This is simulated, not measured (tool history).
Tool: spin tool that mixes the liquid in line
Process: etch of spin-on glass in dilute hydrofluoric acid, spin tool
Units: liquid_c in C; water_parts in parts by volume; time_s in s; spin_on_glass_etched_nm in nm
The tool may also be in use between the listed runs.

run    day  liquid_c  water_parts  time_s  spin_on_glass_etched_nm
  1      0        25           45      55                   46.841
  2  0.054      23.5           50      55                    39.04
  3  0.129      23.5           50      60                   42.431
  4  0.338      25.5           50      60                    46.35
  5   0.65        24           55      60                   38.962
  6  0.817      22.5           55      60                   37.088

Run 7 comes next. What will it give?
  7  1.058      21.5           55      60                        ?

spin_on_glass_etched_nm: 34.924 nm
